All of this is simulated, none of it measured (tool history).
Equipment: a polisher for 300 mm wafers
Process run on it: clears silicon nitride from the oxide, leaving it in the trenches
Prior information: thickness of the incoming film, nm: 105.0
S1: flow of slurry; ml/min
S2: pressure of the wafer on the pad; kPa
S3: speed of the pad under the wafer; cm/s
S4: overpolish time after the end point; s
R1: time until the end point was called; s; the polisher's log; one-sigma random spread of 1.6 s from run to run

run 1 hour=0 | S1=245 S2=16.5 S3=104 S4=14 | R1=155.88
run 2 hour=7.3 | S1=245 S2=16.5 S3=104 S4=14 | R1=159.98
run 3 hour=8.2 | S1=245 S2=16.5 S3=124 S4=14 | R1=133.1
run 4 hour=16.2 | S1=245 S2=16.5 S3=110 S4=14 | R1=151.14
run 5 hour=17.6 | S1=245 S2=16.5 S3=110 S4=11 | R1=149.72
run 6 hour=20.1 | S1=245 S2=17.2 S3=110 S4=11 | R1=141.41

Run 7 comes next. What will it give?
run 7 hour=22.2 | S1=245 S2=17.9 S3=110 S4=11 | R1=?

R1: 138.86 s
